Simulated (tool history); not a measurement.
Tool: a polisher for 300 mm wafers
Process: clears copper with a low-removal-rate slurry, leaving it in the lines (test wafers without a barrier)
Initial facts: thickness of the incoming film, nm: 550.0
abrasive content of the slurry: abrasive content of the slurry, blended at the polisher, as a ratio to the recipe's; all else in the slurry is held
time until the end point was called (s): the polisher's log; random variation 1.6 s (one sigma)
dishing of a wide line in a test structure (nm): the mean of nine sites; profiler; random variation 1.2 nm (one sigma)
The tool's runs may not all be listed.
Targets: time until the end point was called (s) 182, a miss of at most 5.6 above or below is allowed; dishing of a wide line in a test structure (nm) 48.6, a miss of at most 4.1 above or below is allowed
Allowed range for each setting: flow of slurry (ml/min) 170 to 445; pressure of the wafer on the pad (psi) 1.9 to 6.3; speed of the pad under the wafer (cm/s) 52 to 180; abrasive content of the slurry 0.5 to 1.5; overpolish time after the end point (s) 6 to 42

run  hour  flow of slurry (ml/min)  pressure of the wafer on the pad (psi)  speed of the pad under the wafer (cm/s)  abrasive content of the slurry  overpolish time after the end point (s)  time until the end point was called (s)  dishing of a wide line in a test structure (nm)
  1     0                      285                                     4.1                                      116                               1                                       21                                   105.04                                           54.733
  2     8                      285                                     4.1                                      142                               1                                       21                                   84.468                                           60.548
  3  12.4                      285                                     3.7                                      136                               1                                       23                                   96.393                                           55.449
  4  20.8                      285                                     3.7                                      136                               1                                       29                                   95.456                                            65.32
  5  25.9                      285                                     3.3                                      130                               1                                       31                                   109.06                                           63.123
  6  34.6                      285                                       3                                      126                               1                                       32                                    121.4                                           61.758
  7  35.7                      285                                     2.8                                      122                               1                                       32                                   130.67                                           59.932
  8  44.7                      285                                     2.6                                      120                               1                                       32                                   138.28                                           56.742
  9  45.2                      285                                     2.5                                      118                               1                                       32                                   147.22                                           56.359
 10  49.7                      285                                     2.4                                      116                               1                                       32                                    155.5                                           51.745
 11  57.9                      285                                     2.3                                      116                               1                                       32                                    155.9                                           51.323
 12  63.6                      285                                     2.2                                      114                               1                                       32                                   164.37                                           53.091
 13  64.2                      285                                     2.1                                      114                               1                                       32                                   168.29                                           51.042
 14  65.7                      280                                     1.9                                      110                               1                                       32                                   188.14                                           45.581

Exercise: of the 4 proposed moves below, exactly one satisfies all targets within the stated allowed misses. Which move is it?
  A  67.2                      305                                     2.4                                       94                            1.15                                       32                                        ?                                                ?
  B  67.2                      210                                     1.9                                      104                            0.95                                       38                                        ?                                                ?
  C  67.2                      295                                     1.9                                      102                            1.15                                       32                                        ?                                                ?
  D  67.2                      235                                     1.9                                      102                             1.2                                       30                                        ?                                                ?

move  time until the end point was called (s)  dishing of a wide line in a test structure (nm)
   A                                   179.32                                           50.203
   B                                   203.52                                             50.6
   C                                   193.51                                           47.169
   D                                    194.1                                           45.266
A: meets every target
B: moves away from the targets compared with the last run
C: moves away from the targets compared with the last run
D: moves away from the targets compared with the last run
A meets every target.

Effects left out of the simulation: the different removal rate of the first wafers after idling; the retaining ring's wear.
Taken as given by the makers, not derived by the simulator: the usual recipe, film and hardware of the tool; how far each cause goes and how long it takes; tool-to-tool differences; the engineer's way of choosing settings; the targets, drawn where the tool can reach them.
